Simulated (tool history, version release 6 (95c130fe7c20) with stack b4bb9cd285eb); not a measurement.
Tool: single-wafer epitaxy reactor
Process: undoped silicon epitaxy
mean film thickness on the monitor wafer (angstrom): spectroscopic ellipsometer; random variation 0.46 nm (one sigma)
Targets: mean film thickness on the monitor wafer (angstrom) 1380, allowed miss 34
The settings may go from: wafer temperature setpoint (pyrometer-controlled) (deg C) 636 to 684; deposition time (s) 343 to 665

| run | hour | wafer temperature setpoint (pyrometer-controlled) (deg C) | deposition time (s) | mean film thickness on the monitor wafer (angstrom) |
|---|---|---|---|---|
| 1 | 0 | 660 | 504 | 1082.4 |
| 2 | 8.4 | 653 | 504 | 951.87 |
| 3 | 11 | 659 | 506 | 1069.6 |
| 4 | 15.6 | 663 | 507 | 1148.3 |
| 5 | 23.6 | 666 | 508 | 1229 |
| 6 | 27.5 | 661 | 508 | 1111.9 |
| 7 | 29.7 | 664 | 509 | 1183.5 |
| 8 | 31.7 | 666 | 510 | 1230.3 |
| 9 | 38.9 | 668 | 511 | 1277.8 |
| 10 | 40.1 | 669 | 511 | 1291.2 |
| 11 | 47.9 | 670 | 511 | 1325.6 |

Which of these 4 next moves meets every target?
| A | 55.7 | 667 | 510 | ? |
| B | 55.7 | 672 | 490 | ? |
| C | 55.7 | 675 | 457 | ? |
| D | 55.7 | 669 | 542 | ? |

| move | mean film thickness on the monitor wafer (angstrom) |
|---|---|
| A | 1244.4 |
| B | 1311 |
| C | 1291.7 |
| D | 1372.3 |
A: further off than the last run
B: further off than the last run
C: further off than the last run
D: meets every target
The right move is D.

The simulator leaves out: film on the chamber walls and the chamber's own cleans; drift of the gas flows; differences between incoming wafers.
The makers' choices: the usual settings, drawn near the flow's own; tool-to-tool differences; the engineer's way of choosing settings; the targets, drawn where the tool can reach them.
